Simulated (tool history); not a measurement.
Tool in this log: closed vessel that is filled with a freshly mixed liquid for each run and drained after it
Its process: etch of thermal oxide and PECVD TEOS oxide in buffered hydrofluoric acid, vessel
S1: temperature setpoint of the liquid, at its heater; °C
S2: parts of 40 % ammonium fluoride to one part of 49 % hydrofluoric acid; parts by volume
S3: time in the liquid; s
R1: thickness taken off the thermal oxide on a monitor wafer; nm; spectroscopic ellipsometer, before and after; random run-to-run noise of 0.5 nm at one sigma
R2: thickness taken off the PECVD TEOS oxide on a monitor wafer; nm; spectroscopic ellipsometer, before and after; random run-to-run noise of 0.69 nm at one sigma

run 1 hour=0.0 | S1=23.0 S2=14.0 S3=60 | R1=48.305 R2=73.503
run 2 hour=4.8 | S1=25.0 S2=13.5 S3=60 | R1=55.790 R2=84.007
run 3 hour=7.9 | S1=25.0 S2=13.5 S3=45 | R1=41.750 R2=63.841
run 4 hour=16.7 | S1=26.5 S2=12.0 S3=45 | R1=51.113 R2=77.136
run 5 hour=21.5 | S1=23.0 S2=12.0 S3=45 | R1=42.232 R2=64.287
run 6 hour=24.3 | S1=20.5 S2=12.0 S3=45 | R1=36.515 R2=55.545
run 7 hour=32.2 | S1=23.0 S2=11.0 S3=45 | R1=45.922 R2=70.184

Predict the results of run 8:
run 8 hour=38.7 | S1=25.0 S2=10.5 S3=45 | R1=? R2=?

R1: 53.019 nm
R2: 81.442 nm
